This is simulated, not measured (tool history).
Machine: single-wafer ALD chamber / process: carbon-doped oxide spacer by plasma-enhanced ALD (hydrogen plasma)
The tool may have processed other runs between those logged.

run    day  heater temperature setpoint (deg C)  number of ALD cycles (cycles)  mean film thickness on the monitor wafer (angstrom)
  1  0.000                                  420                            373                                               174.59
  2  0.200                                  423                            368                                               170.41
  3  0.288                                  418                            368                                               173.48
  4  0.438                                  421                            364                                               171.09
  5  0.492                                  421                            319                                               149.56
  6  0.833                                  420                            320                                               151.89
  7  0.908                                  419                            321                                               153.05

Predict the results of run 8:
  8  0.942                                  418                            321                                                    ?

mean film thickness on the monitor wafer (angstrom): 151.37

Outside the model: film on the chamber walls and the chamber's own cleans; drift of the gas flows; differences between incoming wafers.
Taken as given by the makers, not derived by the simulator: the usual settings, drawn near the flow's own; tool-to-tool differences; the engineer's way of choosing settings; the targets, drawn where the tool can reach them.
